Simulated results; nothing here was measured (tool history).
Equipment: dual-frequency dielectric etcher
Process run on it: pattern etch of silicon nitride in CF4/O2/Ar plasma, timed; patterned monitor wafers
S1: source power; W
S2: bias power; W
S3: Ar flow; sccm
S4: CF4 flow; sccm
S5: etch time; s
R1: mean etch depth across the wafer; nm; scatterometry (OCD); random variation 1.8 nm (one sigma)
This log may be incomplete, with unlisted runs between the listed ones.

run  hour   S1  S2   S3   S4     S5      R1
  1     0  480  57  111  117    186  353.88
  2   3.4  480  67  111  117    186  367.43
  3   5.3  480  74  111  117    186  371.38
  4     8  480  74  111  117  194.5  393.31
  5  12.6  440  73  112  117  194.5  362.24
  6  13.6  440  73  112  117  194.5  364.16

For run 7, what comes out?
  7  18.9  420  73  112  117  194.5   ?

R1: 349.81 nm
